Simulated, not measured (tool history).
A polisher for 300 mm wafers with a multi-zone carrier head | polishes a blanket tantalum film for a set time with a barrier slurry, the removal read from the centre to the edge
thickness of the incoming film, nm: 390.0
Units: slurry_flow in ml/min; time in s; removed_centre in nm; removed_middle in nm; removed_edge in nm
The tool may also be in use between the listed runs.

run  hour  slurry_flow  centre_zone  middle_zone  edge_zone  slurry_solids  time  removed_centre  removed_middle  removed_edge
  1     0          210            1            1          1              1    47          60.893          61.227        60.732
  2   3.8          225         1.01         1.05       1.03           1.05    47          60.939          65.569        61.478
  3  10.6          225         1.05         1.05       1.03           1.05    47           64.57          65.211        61.912
  4  18.6          225         1.05         1.05       0.96           1.05    47          63.598            65.6        60.332
  5  20.3          225         1.05         1.09       0.96           1.05    47          63.634          67.393        60.954
  6  28.9          225         1.05         1.09       0.96           1.05    37          50.154          53.719        47.652
  7  32.5          225         1.05         1.09       0.96           1.05    37          49.483          53.062        47.589
  8  39.7          225         1.05          1.1       0.99            1.2    40          55.792          60.056        53.825

The next listed run, before its measurement:
  9  41.8          230         1.05         1.11       1.02            1.3    42               ?               ?             ?

removed_centre: 59.981 nm
removed_middle: 64.252 nm
removed_edge: 57.61 nm

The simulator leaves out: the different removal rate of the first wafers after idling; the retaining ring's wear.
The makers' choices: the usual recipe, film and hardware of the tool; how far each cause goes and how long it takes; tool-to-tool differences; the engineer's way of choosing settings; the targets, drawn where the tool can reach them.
